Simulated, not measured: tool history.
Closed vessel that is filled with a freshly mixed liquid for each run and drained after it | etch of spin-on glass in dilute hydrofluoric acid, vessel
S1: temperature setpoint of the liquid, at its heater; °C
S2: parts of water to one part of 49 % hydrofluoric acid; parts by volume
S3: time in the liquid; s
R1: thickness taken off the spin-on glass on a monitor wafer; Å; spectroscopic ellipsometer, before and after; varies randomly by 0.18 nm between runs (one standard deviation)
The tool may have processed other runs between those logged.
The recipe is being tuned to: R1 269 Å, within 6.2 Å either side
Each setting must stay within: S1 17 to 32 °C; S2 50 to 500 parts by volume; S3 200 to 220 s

run 1 hour=0 | S1=24 S2=275 S3=200 | R1=104.55
run 2 hour=6.7 | S1=24 S2=235 S3=200 | R1=127.1
run 3 hour=11.9 | S1=25 S2=220 S3=200 | R1=142.81
run 4 hour=20.2 | S1=25 S2=160 S3=200 | R1=208.85
run 5 hour=23.5 | S1=25 S2=160 S3=200 | R1=213.77
run 6 hour=30.7 | S1=23.5 S2=160 S3=200 | R1=200.73
run 7 hour=34.1 | S1=24.5 S2=160 S3=200 | R1=205.56
run 8 hour=43 | S1=25.5 S2=160 S3=200 | R1=217.35
run 9 hour=51.6 | S1=26 S2=160 S3=200 | R1=218.97
run 10 hour=55.7 | S1=27 S2=160 S3=200 | R1=224.83
run 11 hour=60.5 | S1=27.5 S2=160 S3=200 | R1=230.22
run 12 hour=67.2 | S1=28 S2=160 S3=200 | R1=236.53
run 13 hour=70.5 | S1=28.5 S2=160 S3=200 | R1=238.69
run 14 hour=74.9 | S1=28.5 S2=160 S3=200 | R1=240.99
run 15 hour=83.7 | S1=29 S2=160 S3=200 | R1=244.05
run 16 hour=84.6 | S1=29.5 S2=160 S3=200 | R1=247.71
run 17 hour=92 | S1=30 S2=160 S3=200 | R1=252.91
run 18 hour=97 | S1=31 S2=160 S3=200 | R1=261.09

5 candidate next runs follow, results not yet known. Just one meets every target within its allowed miss. Identify it.
run A hour=102 | S1=29 S2=160 S3=220 | R1=?
run B hour=102 | S1=32 S2=170 S3=205 | R1=?
run C hour=102 | S1=29.5 S2=150 S3=210 | R1=?
run D hour=102 | S1=31.5 S2=165 S3=200 | R1=?
run E hour=102 | S1=32 S2=175 S3=205 | R1=?

move=A R1=271.08
move=B R1=260.25
move=C R1=284.9
move=D R1=259.01
move=E R1=251.02
A: all results land within tolerance of their targets
B: moves away from the targets compared with the last run
C: pushes the last run's worst result past its target
D: moves away from the targets compared with the last run
E: moves away from the targets compared with the last run
Correct choice: A, which meets every target
